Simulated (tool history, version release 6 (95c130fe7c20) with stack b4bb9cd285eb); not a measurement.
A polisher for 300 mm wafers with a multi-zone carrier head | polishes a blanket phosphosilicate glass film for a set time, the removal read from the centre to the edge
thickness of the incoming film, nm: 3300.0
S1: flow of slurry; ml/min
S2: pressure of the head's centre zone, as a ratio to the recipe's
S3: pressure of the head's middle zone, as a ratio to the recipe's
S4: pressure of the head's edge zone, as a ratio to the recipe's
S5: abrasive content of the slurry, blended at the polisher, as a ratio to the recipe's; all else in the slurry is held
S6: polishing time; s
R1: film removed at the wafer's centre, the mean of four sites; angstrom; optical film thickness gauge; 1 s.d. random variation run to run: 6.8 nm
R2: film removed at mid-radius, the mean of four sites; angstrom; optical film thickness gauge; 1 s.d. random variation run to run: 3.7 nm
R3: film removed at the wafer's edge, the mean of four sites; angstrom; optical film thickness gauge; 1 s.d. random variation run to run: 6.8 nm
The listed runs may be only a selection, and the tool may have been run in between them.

Run 1, hour 0.0: S1 240 ml/min, S2 1.00, S3 1.00, S4 1.00, S5 1.0, S6 53 s. Result: R1 4553.1 angstrom, R2 4675.1 angstrom, R3 4518.3 angstrom.
Run 2, hour 3.4: S1 240 ml/min, S2 1.06, S3 1.00, S4 1.00, S5 1.0, S6 53 s. Result: R1 4739.0 angstrom, R2 4625.6 angstrom, R3 4491.4 angstrom.
Run 3, hour 6.9: S1 295 ml/min, S2 1.06, S3 1.00, S4 1.00, S5 1.0, S6 53 s. Result: R1 4936.7 angstrom, R2 4905.0 angstrom, R3 4720.6 angstrom.
Run 4, hour 13.4: S1 295 ml/min, S2 1.06, S3 1.00, S4 1.00, S5 1.0, S6 65 s. Result: R1 6088.3 angstrom, R2 5968.0 angstrom, R3 5779.0 angstrom.
Run 5, hour 22.1: S1 320 ml/min, S2 1.06, S3 1.00, S4 1.00, S5 1.0, S6 65 s. Result: R1 6230.6 angstrom, R2 5993.1 angstrom, R3 5798.7 angstrom.
Run 6, hour 25.9: S1 315 ml/min, S2 1.06, S3 1.00, S4 0.99, S5 1.0, S6 65 s. Result: R1 6041.2 angstrom, R2 5989.6 angstrom, R3 5828.5 angstrom.
Run 7, hour 32.5: S1 310 ml/min, S2 1.07, S3 1.00, S4 0.98, S5 1.0, S6 65 s. Result: R1 6214.4 angstrom, R2 6001.7 angstrom, R3 5715.9 angstrom.
Run 8, hour 36.6: S1 305 ml/min, S2 1.07, S3 1.00, S4 0.98, S5 1.0, S6 65 s. Result: R1 6179.3 angstrom, R2 6017.1 angstrom, R3 5752.6 angstrom.
Run 9, hour 40.4: S1 300 ml/min, S2 1.07, S3 1.00, S4 0.98, S5 1.0, S6 65 s. Result: R1 6112.3 angstrom, R2 5974.2 angstrom, R3 5548.7 angstrom.

Run 10 comes next. What will it give?
Run 10, hour 46.3: S1 295 ml/min, S2 1.07, S3 0.99, S4 0.98, S5 1.0, S6 65 s. Result: R1 ?, R2 ?, R3 ?.

R1: 6124.3 angstrom
R2: 5869.7 angstrom
R3: 5673.6 angstrom
